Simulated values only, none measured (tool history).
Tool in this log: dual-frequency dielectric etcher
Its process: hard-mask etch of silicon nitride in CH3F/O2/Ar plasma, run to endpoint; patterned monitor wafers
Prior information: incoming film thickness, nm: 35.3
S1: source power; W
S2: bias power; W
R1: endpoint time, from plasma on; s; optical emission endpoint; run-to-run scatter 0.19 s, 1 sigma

| run | hour | S1 | S2 | R1 |
|---|---|---|---|---|
| 1 | 0 | 450 | 70 | 46.04 |
| 2 | 4.3 | 470 | 71 | 45.231 |
| 3 | 12.4 | 470 | 64 | 47.006 |
| 4 | 15 | 470 | 56 | 48.39 |
| 5 | 19.7 | 470 | 64 | 46.823 |
| 6 | 23.2 | 490 | 65 | 45.959 |
| 7 | 32.2 | 490 | 65 | 46.166 |

Predict the results of run 8:
| 8 | 38.4 | 490 | 65 | ? |

R1: 46.135 s
